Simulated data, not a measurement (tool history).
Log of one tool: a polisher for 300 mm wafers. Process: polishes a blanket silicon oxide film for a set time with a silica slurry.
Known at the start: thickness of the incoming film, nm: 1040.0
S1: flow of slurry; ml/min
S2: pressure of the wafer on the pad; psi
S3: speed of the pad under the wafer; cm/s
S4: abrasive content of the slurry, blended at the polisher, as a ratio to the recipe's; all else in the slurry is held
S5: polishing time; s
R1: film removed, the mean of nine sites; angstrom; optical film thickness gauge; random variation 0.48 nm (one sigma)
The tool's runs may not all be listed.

run,day,S1,S2,S3,S4,S5,R1
1,0.000,125,3.8,114,1.0,31,748.69
2,0.175,120,3.7,114,1.0,31,726.75
3,0.329,120,4.5,114,1.0,31,878.07
4,0.400,120,4.5,92,1.0,31,733.89
5,0.667,120,4.5,92,1.0,31,748.28
6,0.950,115,4.3,92,1.0,31,716.00

Run 7 comes next. What will it give?
7,1.254,115,4.1,92,1.0,31,?

Run 7 gave R1 680.18 angstrom.
